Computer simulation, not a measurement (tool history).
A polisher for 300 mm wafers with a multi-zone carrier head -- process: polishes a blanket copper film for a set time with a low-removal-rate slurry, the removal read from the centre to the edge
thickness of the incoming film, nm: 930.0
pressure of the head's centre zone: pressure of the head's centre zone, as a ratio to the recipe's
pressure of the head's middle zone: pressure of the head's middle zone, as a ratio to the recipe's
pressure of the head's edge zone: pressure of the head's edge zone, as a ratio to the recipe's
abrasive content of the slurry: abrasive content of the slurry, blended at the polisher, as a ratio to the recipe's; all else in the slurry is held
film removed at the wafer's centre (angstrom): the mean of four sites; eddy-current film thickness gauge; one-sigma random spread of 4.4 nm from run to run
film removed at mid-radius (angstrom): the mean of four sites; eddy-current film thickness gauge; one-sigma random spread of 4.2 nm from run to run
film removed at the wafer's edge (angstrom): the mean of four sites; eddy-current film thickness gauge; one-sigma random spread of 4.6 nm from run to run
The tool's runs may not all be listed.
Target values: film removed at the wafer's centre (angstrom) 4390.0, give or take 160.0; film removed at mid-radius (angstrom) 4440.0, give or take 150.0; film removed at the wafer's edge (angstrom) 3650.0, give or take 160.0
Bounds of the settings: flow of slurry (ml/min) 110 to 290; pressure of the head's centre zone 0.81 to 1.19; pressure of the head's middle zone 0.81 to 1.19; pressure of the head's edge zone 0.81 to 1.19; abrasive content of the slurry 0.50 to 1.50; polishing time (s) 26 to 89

run	hour	flow of slurry (ml/min)	pressure of the head's centre zone	pressure of the head's middle zone	pressure of the head's edge zone	abrasive content of the slurry	polishing time (s)	film removed at the wafer's centre (angstrom)	film removed at mid-radius (angstrom)	film removed at the wafer's edge (angstrom)
1	0.0	185	1.00	1.00	1.00	1.00	57	2656.7	2620.8	2621.5
2	8.8	200	1.04	1.05	1.00	1.15	60	3024.2	3092.1	2911.4
3	15.9	180	1.04	1.05	1.00	1.15	60	2980.3	3007.3	2859.3
4	24.9	200	1.08	1.08	0.99	1.25	62	3293.7	3307.1	3073.6
5	31.3	200	1.08	1.08	0.91	1.25	62	3296.3	3283.7	2899.6
6	36.1	200	1.02	1.08	0.91	1.25	62	3123.3	3331.4	2961.1
7	38.7	215	1.06	1.11	0.92	1.30	64	3431.5	3523.9	3056.7
8	41.3	220	1.08	1.13	0.92	1.35	66	3659.4	3741.1	3269.3
9	46.3	225	1.09	1.15	0.90	1.40	68	3841.4	4037.7	3319.3

Below are 5 possible settings for the next run. Only one of them brings all results inside the allowed miss of their targets. Which is it?
A	51.3	235	1.13	1.17	0.91	1.50	72	?	?	?
B	51.3	215	0.99	1.03	1.03	1.35	65	?	?	?
C	51.3	215	1.18	1.09	0.87	1.50	78	?	?	?
D	51.3	215	0.90	1.19	1.00	1.40	70	?	?	?
E	51.3	220	0.99	1.16	0.98	1.40	61	?	?	?

move	film removed at the wafer's centre (angstrom)	film removed at mid-radius (angstrom)	film removed at the wafer's edge (angstrom)
A	4330.8	4371.8	3741.9
B	3284.3	3406.2	3438.9
C	4832.5	4401.8	3950.3
D	3246.3	4192.1	3682.9
E	3124.8	3583.4	3191.0
A: every result lands within tolerance
B: its largest miss is bigger than the last run's
C: carries the result that was furthest off beyond its target, to the other side
D: its largest miss is bigger than the last run's
E: its largest miss is bigger than the last run's
A meets every target.

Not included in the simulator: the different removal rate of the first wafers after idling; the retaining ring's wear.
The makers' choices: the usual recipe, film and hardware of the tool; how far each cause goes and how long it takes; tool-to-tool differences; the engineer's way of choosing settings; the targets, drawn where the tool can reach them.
